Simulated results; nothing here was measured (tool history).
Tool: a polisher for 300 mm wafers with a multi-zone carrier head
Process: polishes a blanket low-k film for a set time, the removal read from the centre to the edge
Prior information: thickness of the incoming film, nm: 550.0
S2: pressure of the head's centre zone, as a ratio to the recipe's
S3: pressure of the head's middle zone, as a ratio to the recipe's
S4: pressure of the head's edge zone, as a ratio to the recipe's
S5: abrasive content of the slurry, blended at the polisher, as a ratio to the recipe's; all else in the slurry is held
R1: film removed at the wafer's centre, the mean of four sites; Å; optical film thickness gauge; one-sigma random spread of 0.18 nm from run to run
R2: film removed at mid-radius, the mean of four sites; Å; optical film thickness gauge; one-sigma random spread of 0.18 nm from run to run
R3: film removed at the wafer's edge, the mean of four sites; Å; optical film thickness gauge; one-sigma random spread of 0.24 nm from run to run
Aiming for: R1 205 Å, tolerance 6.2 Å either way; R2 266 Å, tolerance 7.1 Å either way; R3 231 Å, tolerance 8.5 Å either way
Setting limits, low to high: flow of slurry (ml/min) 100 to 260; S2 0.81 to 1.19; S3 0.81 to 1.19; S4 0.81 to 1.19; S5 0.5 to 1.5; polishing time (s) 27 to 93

run 1 hour=0 | flow_of_slurry_(ml/min)=165 S2=1 S3=1 S4=1 S5=1 polishing_time_(s)=59 | R1=394.89 R2=392.92 R3=395.6
run 2 hour=1.3 | flow_of_slurry_(ml/min)=165 S2=1 S3=1 S4=1 S5=0.85 polishing_time_(s)=59 | R1=361.09 R2=358.05 R3=369.48
run 3 hour=1.8 | flow_of_slurry_(ml/min)=160 S2=0.98 S3=1.03 S4=0.97 S5=0.8 polishing_time_(s)=57 | R1=336.76 R2=343.62 R3=338.84
run 4 hour=10.4 | flow_of_slurry_(ml/min)=155 S2=0.95 S3=1.05 S4=0.96 S5=0.75 polishing_time_(s)=55 | R1=299.45 R2=322.64 R3=309.2
run 5 hour=16.2 | flow_of_slurry_(ml/min)=150 S2=0.92 S3=1.06 S4=0.94 S5=0.7 polishing_time_(s)=55 | R1=282.32 R2=313.53 R3=298.45
run 6 hour=18.8 | flow_of_slurry_(ml/min)=150 S2=0.92 S3=1.06 S4=0.94 S5=0.7 polishing_time_(s)=69 | R1=351.57 R2=391.8 R3=371.7
run 7 hour=19.7 | flow_of_slurry_(ml/min)=145 S2=0.9 S3=1.07 S4=0.92 S5=0.65 polishing_time_(s)=66 | R1=312.59 R2=363.01 R3=337.76
run 8 hour=25.9 | flow_of_slurry_(ml/min)=140 S2=0.89 S3=1.08 S4=0.9 S5=0.6 polishing_time_(s)=64 | R1=282.87 R2=331.67 R3=302.88
run 9 hour=34.4 | flow_of_slurry_(ml/min)=135 S2=0.88 S3=1.08 S4=0.89 S5=0.6 polishing_time_(s)=63 | R1=271.31 R2=324.74 R3=297.03
run 10 hour=35.5 | flow_of_slurry_(ml/min)=130 S2=0.87 S3=1.08 S4=0.88 S5=0.6 polishing_time_(s)=62 | R1=265.95 R2=320.5 R3=290.43
run 11 hour=43.8 | flow_of_slurry_(ml/min)=125 S2=0.86 S3=1.08 S4=0.87 S5=0.6 polishing_time_(s)=61 | R1=255.91 R2=312.01 R3=287.45
run 12 hour=44.7 | flow_of_slurry_(ml/min)=125 S2=0.85 S3=1.09 S4=0.86 S5=0.6 polishing_time_(s)=60 | R1=248.8 R2=314.35 R3=277.87
run 13 hour=49.4 | flow_of_slurry_(ml/min)=125 S2=0.85 S3=1.09 S4=0.85 S5=0.6 polishing_time_(s)=59 | R1=245.79 R2=304.81 R3=277.62
run 14 hour=54.8 | flow_of_slurry_(ml/min)=125 S2=0.85 S3=1.09 S4=0.85 S5=0.6 polishing_time_(s)=59 | R1=244.23 R2=309.39 R3=276.5
run 15 hour=56.1 | flow_of_slurry_(ml/min)=125 S2=0.85 S3=1.09 S4=0.84 S5=0.6 polishing_time_(s)=58 | R1=242.59 R2=300.5 R3=268.61

Below are 5 possible settings for the next run. Only one of them brings all results inside the allowed miss of their targets. Which is it?
run A hour=57.4 | flow_of_slurry_(ml/min)=100 S2=0.87 S3=0.88 S4=0.9 S5=0.8 polishing_time_(s)=56 | R1=? R2=? R3=?
run B hour=57.4 | flow_of_slurry_(ml/min)=130 S2=0.82 S3=0.99 S4=0.83 S5=0.7 polishing_time_(s)=61 | R1=? R2=? R3=?
run C hour=57.4 | flow_of_slurry_(ml/min)=170 S2=1.15 S3=1.07 S4=0.81 S5=0.55 polishing_time_(s)=49 | R1=? R2=? R3=?
run D hour=57.4 | flow_of_slurry_(ml/min)=140 S2=0.85 S3=1.13 S4=0.88 S5=0.5 polishing_time_(s)=55 | R1=? R2=? R3=?
run E hour=57.4 | flow_of_slurry_(ml/min)=100 S2=0.81 S3=1.19 S4=0.81 S5=0.6 polishing_time_(s)=50 | R1=? R2=? R3=?

move=A R1=273.28 R2=281.81 R3=314.21
move=B R1=268.29 R2=322.71 R3=311.29
move=C R1=268.24 R2=243.65 R3=216.12
move=D R1=203.03 R2=263.01 R3=231.79
move=E R1=191.35 R2=273.38 R3=224.16
A: its largest miss is bigger than the last run's
B: its largest miss is bigger than the last run's
C: its largest miss is bigger than the last run's
D: hits every target within its allowed miss
E: carries the result that was furthest off beyond its target, to the other side
Go with D: it meets all targets.
